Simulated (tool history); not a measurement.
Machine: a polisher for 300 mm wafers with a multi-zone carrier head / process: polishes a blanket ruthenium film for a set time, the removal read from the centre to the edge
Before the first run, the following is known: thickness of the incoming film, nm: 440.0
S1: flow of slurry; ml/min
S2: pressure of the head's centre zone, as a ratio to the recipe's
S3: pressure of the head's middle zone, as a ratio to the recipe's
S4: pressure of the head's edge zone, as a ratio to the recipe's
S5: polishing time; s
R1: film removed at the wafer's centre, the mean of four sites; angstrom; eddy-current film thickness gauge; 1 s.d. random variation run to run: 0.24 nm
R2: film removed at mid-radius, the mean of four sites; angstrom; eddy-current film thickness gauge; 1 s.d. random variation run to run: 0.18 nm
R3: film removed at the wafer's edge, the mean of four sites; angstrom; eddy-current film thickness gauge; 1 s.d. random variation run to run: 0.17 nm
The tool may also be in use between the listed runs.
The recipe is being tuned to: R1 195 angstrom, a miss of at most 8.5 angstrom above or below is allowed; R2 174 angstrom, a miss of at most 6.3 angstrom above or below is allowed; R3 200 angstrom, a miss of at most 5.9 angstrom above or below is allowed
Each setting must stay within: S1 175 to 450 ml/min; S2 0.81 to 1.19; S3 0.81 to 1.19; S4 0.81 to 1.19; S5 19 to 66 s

run 1 hour=0 | S1=290 S2=1 S3=1 S4=1 S5=42 | R1=373.02 R2=362.85 R3=371.3
run 2 hour=7.9 | S1=330 S2=1 S3=1 S4=1 S5=42 | R1=379.49 R2=366.45 R3=372.23
run 3 hour=10.3 | S1=310 S2=0.98 S3=0.95 S4=0.97 S5=36 | R1=321.12 R2=299.13 R3=308.77
run 4 hour=17.7 | S1=355 S2=0.98 S3=0.95 S4=0.97 S5=36 | R1=324.42 R2=305.64 R3=313.25
run 5 hour=24.2 | S1=355 S2=0.98 S3=0.95 S4=0.97 S5=41 | R1=365.56 R2=346.36 R3=362.77
run 6 hour=27.1 | S1=355 S2=0.98 S3=0.95 S4=0.97 S5=51 | R1=454.25 R2=434.24 R3=447.46
run 7 hour=33.9 | S1=335 S2=0.96 S3=0.91 S4=0.96 S5=43 | R1=375.53 R2=352.14 R3=376.15
run 8 hour=41.7 | S1=295 S2=0.94 S3=0.88 S4=0.94 S5=37 | R1=310.82 R2=294.39 R3=310.37
run 9 hour=44.4 | S1=295 S2=0.94 S3=0.88 S4=0.94 S5=37 | R1=314.41 R2=297.84 R3=316.59
run 10 hour=48.4 | S1=265 S2=0.94 S3=0.86 S4=0.94 S5=32 | R1=268.46 R2=247.2 R3=273.95
run 11 hour=51.2 | S1=265 S2=0.94 S3=0.86 S4=0.94 S5=32 | R1=270.73 R2=246.71 R3=271.83
run 12 hour=55.2 | S1=235 S2=0.91 S3=0.81 S4=0.92 S5=20 | R1=159.07 R2=148.27 R3=164.98
run 13 hour=58.4 | S1=235 S2=0.94 S3=0.84 S4=0.97 S5=20 | R1=163.53 R2=151.31 R3=171.46
run 14 hour=63 | S1=230 S2=0.96 S3=0.86 S4=0.99 S5=21 | R1=175.7 R2=161.34 R3=180.89
run 15 hour=68.9 | S1=225 S2=0.97 S3=0.87 S4=1.01 S5=22 | R1=188.63 R2=169.37 R3=188.33
run 16 hour=72.7 | S1=225 S2=0.97 S3=0.87 S4=1.02 S5=22 | R1=184.14 R2=167.03 R3=191.69
run 17 hour=79.3 | S1=225 S2=0.98 S3=0.88 S4=1.03 S5=22 | R1=190.5 R2=171.6 R3=193.85
run 18 hour=87.6 | S1=225 S2=0.98 S3=0.88 S4=1.04 S5=22 | R1=189.46 R2=172.06 R3=192.81
run 19 hour=95 | S1=225 S2=0.98 S3=0.88 S4=1.05 S5=22 | R1=185.9 R2=169.55 R3=196.66

Consider the 4 candidate settings below. Which is the only one whose results all fall within their allowed miss of target?
run A hour=102.4 | S1=175 S2=1 S3=0.99 S4=0.92 S5=23 | R1=? R2=? R3=?
run B hour=102.4 | S1=335 S2=1.02 S3=0.92 S4=1.14 S5=21 | R1=? R2=? R3=?
run C hour=102.4 | S1=175 S2=1.15 S3=0.81 S4=1.05 S5=22 | R1=? R2=? R3=?
run D hour=102.4 | S1=175 S2=1.04 S3=0.82 S4=0.96 S5=24 | R1=? R2=? R3=?

move=A R1=194.71 R2=183.71 R3=183.41
move=B R1=197.27 R2=172.55 R3=196.93
move=C R1=214.18 R2=154.85 R3=187.25
move=D R1=211.17 R2=170.3 R3=195.58
A: the furthest-off result lands on target, but another misses its tolerance
B: meets every target
C: the result that was furthest off in the last run now lies on the other side of its target
D: the result that was furthest off in the last run now lies on the other side of its target
Correct choice: B, which meets every target

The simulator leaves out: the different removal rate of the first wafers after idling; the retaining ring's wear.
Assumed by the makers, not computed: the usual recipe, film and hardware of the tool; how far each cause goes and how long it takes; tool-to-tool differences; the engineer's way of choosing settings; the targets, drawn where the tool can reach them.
